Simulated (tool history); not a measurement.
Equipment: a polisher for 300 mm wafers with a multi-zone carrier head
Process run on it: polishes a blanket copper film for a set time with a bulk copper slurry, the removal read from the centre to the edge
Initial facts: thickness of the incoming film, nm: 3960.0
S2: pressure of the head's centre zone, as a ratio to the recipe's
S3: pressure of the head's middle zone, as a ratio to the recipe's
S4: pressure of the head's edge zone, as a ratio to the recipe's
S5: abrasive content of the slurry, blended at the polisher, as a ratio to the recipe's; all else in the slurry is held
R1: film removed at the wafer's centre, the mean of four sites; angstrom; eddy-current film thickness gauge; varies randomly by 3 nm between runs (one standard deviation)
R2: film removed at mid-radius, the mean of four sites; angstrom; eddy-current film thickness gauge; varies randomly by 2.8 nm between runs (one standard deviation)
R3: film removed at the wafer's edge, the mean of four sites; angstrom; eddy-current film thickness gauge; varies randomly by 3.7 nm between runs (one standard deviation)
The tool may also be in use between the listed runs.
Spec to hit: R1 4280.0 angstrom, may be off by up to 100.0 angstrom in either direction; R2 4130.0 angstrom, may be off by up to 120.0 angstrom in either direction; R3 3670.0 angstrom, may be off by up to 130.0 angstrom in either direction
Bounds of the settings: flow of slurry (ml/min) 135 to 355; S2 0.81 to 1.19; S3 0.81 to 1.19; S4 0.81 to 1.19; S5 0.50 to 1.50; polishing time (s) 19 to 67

{"run": 1, "hour": 0.0, "flow of slurry (ml/min)": 225, "S2": 1.0, "S3": 1.0, "S4": 1.0, "S5": 1.0, "polishing time (s)": 43, "R1": 7401.3, "R2": 7338.6, "R3": 7266.0}
{"run": 2, "hour": 7.1, "flow of slurry (ml/min)": 225, "S2": 1.0, "S3": 1.0, "S4": 1.0, "S5": 1.1, "polishing time (s)": 43, "R1": 7541.2, "R2": 7523.9, "R3": 7364.3}
{"run": 3, "hour": 15.7, "flow of slurry (ml/min)": 230, "S2": 1.0, "S3": 1.0, "S4": 0.98, "S5": 1.05, "polishing time (s)": 41, "R1": 7163.0, "R2": 7112.1, "R3": 6907.3}
{"run": 4, "hour": 20.7, "flow of slurry (ml/min)": 230, "S2": 1.0, "S3": 1.05, "S4": 0.98, "S5": 1.05, "polishing time (s)": 41, "R1": 7164.3, "R2": 7446.1, "R3": 6916.7}
{"run": 5, "hour": 23.0, "flow of slurry (ml/min)": 230, "S2": 1.06, "S3": 1.05, "S4": 0.98, "S5": 1.05, "polishing time (s)": 41, "R1": 7550.1, "R2": 7426.9, "R3": 6844.2}
{"run": 6, "hour": 25.9, "flow of slurry (ml/min)": 230, "S2": 1.06, "S3": 1.05, "S4": 0.98, "S5": 0.85, "polishing time (s)": 41, "R1": 7340.2, "R2": 7196.2, "R3": 6581.6}
{"run": 7, "hour": 32.1, "flow of slurry (ml/min)": 230, "S2": 1.06, "S3": 1.04, "S4": 0.97, "S5": 0.8, "polishing time (s)": 39, "R1": 6855.0, "R2": 6607.3, "R3": 6195.3}
{"run": 8, "hour": 40.5, "flow of slurry (ml/min)": 230, "S2": 1.06, "S3": 1.04, "S4": 0.96, "S5": 0.75, "polishing time (s)": 37, "R1": 6515.8, "R2": 6244.4, "R3": 5832.4}
{"run": 9, "hour": 48.2, "flow of slurry (ml/min)": 250, "S2": 1.01, "S3": 1.02, "S4": 0.86, "S5": 0.5, "polishing time (s)": 25, "R1": 3980.0, "R2": 3962.9, "R3": 3539.0}
{"run": 10, "hour": 56.3, "flow of slurry (ml/min)": 255, "S2": 1.01, "S3": 1.02, "S4": 0.86, "S5": 0.5, "polishing time (s)": 25, "R1": 3940.5, "R2": 3930.2, "R3": 3562.0}

Pick the move, out of 5, that brings all results within their allowed miss; only one does.
{"run": "A", "hour": 64.4, "flow of slurry (ml/min)": 230, "S2": 0.95, "S3": 1.11, "S4": 0.81, "S5": 0.6, "polishing time (s)": 24, "R1": "?", "R2": "?", "R3": "?"}
{"run": "B", "hour": 64.4, "flow of slurry (ml/min)": 270, "S2": 1.04, "S3": 0.98, "S4": 0.9, "S5": 0.5, "polishing time (s)": 25, "R1": "?", "R2": "?", "R3": "?"}
{"run": "C", "hour": 64.4, "flow of slurry (ml/min)": 295, "S2": 1.04, "S3": 1.01, "S4": 0.81, "S5": 0.5, "polishing time (s)": 26, "R1": "?", "R2": "?", "R3": "?"}
{"run": "D", "hour": 64.4, "flow of slurry (ml/min)": 270, "S2": 1.04, "S3": 1.08, "S4": 0.81, "S5": 0.5, "polishing time (s)": 26, "R1": "?", "R2": "?", "R3": "?"}
{"run": "E", "hour": 64.4, "flow of slurry (ml/min)": 215, "S2": 1.06, "S3": 0.97, "S4": 0.83, "S5": 0.55, "polishing time (s)": 26, "R1": "?", "R2": "?", "R3": "?"}

move=A R1=3604.2 R2=4135.5 R3=3422.7
move=B R1=4056.3 R2=3828.9 R3=3667.6
move=C R1=4258.1 R2=4118.9 R3=3678.5
move=D R1=4221.5 R2=4324.5 R3=3652.2
move=E R1=4245.7 R2=3910.6 R3=3679.7
A: its largest miss is bigger than the last run's
B: closes in on the targets versus the last run, not all within tolerance yet
C: every result within its allowed miss
D: corrects the largest miss of the last run, while another result sits out of spec
E: corrects the largest miss of the last run, while another result sits out of spec
The right move is C.

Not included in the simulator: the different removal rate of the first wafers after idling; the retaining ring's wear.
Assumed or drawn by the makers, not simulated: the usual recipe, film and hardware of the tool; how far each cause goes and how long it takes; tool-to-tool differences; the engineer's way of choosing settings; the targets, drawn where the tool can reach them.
